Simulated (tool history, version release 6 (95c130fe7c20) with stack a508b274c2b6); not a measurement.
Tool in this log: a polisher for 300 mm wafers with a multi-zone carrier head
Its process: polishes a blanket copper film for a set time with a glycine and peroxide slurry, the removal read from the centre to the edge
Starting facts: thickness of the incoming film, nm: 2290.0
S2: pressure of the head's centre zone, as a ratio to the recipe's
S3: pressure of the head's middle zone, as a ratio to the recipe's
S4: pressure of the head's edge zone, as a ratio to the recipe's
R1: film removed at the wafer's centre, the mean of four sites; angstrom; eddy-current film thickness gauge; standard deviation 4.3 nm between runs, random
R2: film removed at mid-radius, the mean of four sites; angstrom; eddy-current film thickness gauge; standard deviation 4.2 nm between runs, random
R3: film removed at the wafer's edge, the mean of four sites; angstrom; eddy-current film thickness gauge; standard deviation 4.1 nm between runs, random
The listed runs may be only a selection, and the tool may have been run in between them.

{"run": 1, "day": 0.0, "flow of slurry (ml/min)": 315, "S2": 1.0, "S3": 1.0, "S4": 1.0, "polishing time (s)": 32, "R1": 2114.2, "R2": 2073.1, "R3": 2154.3}
{"run": 2, "day": 0.254, "flow of slurry (ml/min)": 350, "S2": 1.0, "S3": 1.0, "S4": 1.0, "polishing time (s)": 32, "R1": 2161.4, "R2": 2096.9, "R3": 2165.1}
{"run": 3, "day": 0.429, "flow of slurry (ml/min)": 350, "S2": 1.0, "S3": 0.96, "S4": 1.0, "polishing time (s)": 32, "R1": 2153.1, "R2": 1958.2, "R3": 2137.3}
{"run": 4, "day": 0.792, "flow of slurry (ml/min)": 350, "S2": 1.0, "S3": 0.96, "S4": 1.0, "polishing time (s)": 37, "R1": 2462.7, "R2": 2326.8, "R3": 2510.7}
{"run": 5, "day": 0.821, "flow of slurry (ml/min)": 350, "S2": 1.02, "S3": 0.97, "S4": 1.01, "polishing time (s)": 38, "R1": 2638.6, "R2": 2388.8, "R3": 2549.9}
{"run": 6, "day": 0.983, "flow of slurry (ml/min)": 390, "S2": 1.02, "S3": 0.97, "S4": 1.01, "polishing time (s)": 38, "R1": 2652.6, "R2": 2381.4, "R3": 2652.9}

Run 7 is up next; what results do you expect?
{"run": 7, "day": 1.262, "flow of slurry (ml/min)": 395, "S2": 1.03, "S3": 0.99, "S4": 1.02, "polishing time (s)": 39, "R1": "?", "R2": "?", "R3": "?"}

R1: 2743.5 angstrom
R2: 2451.8 angstrom
R3: 2639.3 angstrom
